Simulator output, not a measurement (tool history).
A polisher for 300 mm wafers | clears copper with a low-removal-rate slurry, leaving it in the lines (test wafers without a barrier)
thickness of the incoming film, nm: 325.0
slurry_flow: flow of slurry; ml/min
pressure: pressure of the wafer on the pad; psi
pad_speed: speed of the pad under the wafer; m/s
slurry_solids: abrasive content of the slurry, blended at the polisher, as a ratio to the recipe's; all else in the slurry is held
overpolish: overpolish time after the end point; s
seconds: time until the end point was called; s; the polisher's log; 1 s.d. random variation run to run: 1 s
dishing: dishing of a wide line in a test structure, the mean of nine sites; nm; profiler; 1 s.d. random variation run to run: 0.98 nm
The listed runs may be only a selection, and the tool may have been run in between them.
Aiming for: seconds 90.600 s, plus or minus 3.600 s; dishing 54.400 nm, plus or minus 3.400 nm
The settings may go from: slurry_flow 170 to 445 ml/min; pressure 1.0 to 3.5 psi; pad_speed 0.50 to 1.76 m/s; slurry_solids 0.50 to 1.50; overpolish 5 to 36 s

Run 1, day 0.000: slurry_flow 285 ml/min, pressure 2.2 psi, pad_speed 1.12 m/s, slurry_solids 1.00, overpolish 18 s. Result: seconds 127.560 s, dishing 32.247 nm.
Run 2, day 0.062: slurry_flow 285 ml/min, pressure 2.2 psi, pad_speed 0.98 m/s, slurry_solids 1.00, overpolish 18 s. Result: seconds 133.890 s, dishing 31.385 nm.
Run 3, day 0.350: slurry_flow 285 ml/min, pressure 2.2 psi, pad_speed 0.74 m/s, slurry_solids 1.00, overpolish 18 s. Result: seconds 159.800 s, dishing 26.205 nm.
Run 4, day 0.550: slurry_flow 285 ml/min, pressure 2.5 psi, pad_speed 0.74 m/s, slurry_solids 1.00, overpolish 19 s. Result: seconds 143.870 s, dishing 31.488 nm.
Run 5, day 0.633: slurry_flow 345 ml/min, pressure 2.5 psi, pad_speed 0.74 m/s, slurry_solids 1.00, overpolish 19 s. Result: seconds 139.510 s, dishing 32.489 nm.
Run 6, day 0.662: slurry_flow 345 ml/min, pressure 2.8 psi, pad_speed 0.76 m/s, slurry_solids 1.00, overpolish 19 s. Result: seconds 121.550 s, dishing 36.110 nm.
Run 7, day 0.862: slurry_flow 345 ml/min, pressure 3.0 psi, pad_speed 0.76 m/s, slurry_solids 1.00, overpolish 20 s. Result: seconds 113.860 s, dishing 37.958 nm.
Run 8, day 1.238: slurry_flow 350 ml/min, pressure 3.1 psi, pad_speed 0.78 m/s, slurry_solids 1.00, overpolish 21 s. Result: seconds 108.490 s, dishing 41.703 nm.
Run 9, day 1.558: slurry_flow 355 ml/min, pressure 3.2 psi, pad_speed 0.80 m/s, slurry_solids 1.00, overpolish 22 s. Result: seconds 103.960 s, dishing 46.953 nm.
Run 10, day 1.633: slurry_flow 355 ml/min, pressure 3.3 psi, pad_speed 0.80 m/s, slurry_solids 1.00, overpolish 22 s. Result: seconds 103.470 s, dishing 47.119 nm.
Run 11, day 1.775: slurry_flow 365 ml/min, pressure 3.4 psi, pad_speed 0.82 m/s, slurry_solids 1.00, overpolish 22 s. Result: seconds 96.027 s, dishing 47.729 nm.
Run 12, day 2.021: slurry_flow 365 ml/min, pressure 3.4 psi, pad_speed 0.84 m/s, slurry_solids 1.00, overpolish 22 s. Result: seconds 95.130 s, dishing 49.293 nm.

4 candidate next runs follow, results not yet known. Just one meets every target within its allowed miss. Identify it.
Run A, day 2.267: slurry_flow 360 ml/min, pressure 3.5 psi, pad_speed 0.88 m/s, slurry_solids 1.10, overpolish 17 s. Result: seconds ?, dishing ?.
Run B, day 2.267: slurry_flow 385 ml/min, pressure 2.9 psi, pad_speed 0.98 m/s, slurry_solids 1.00, overpolish 20 s. Result: seconds ?, dishing ?.
Run C, day 2.267: slurry_flow 405 ml/min, pressure 3.3 psi, pad_speed 0.86 m/s, slurry_solids 1.15, overpolish 23 s. Result: seconds ?, dishing ?.
Run D, day 2.267: slurry_flow 345 ml/min, pressure 3.5 psi, pad_speed 0.74 m/s, slurry_solids 0.95, overpolish 26 s. Result: seconds ?, dishing ?.

move  seconds  dishing
   A   86.276   45.180
   B   99.484   45.477
   C   90.629   55.728
   D  100.150   57.005
A: its largest miss is bigger than the last run's
B: its largest miss is bigger than the last run's
C: every result lands within tolerance
D: puts the biggest miss on target and leaves a different result outside tolerance
C is the move that brings every result within its allowed miss.

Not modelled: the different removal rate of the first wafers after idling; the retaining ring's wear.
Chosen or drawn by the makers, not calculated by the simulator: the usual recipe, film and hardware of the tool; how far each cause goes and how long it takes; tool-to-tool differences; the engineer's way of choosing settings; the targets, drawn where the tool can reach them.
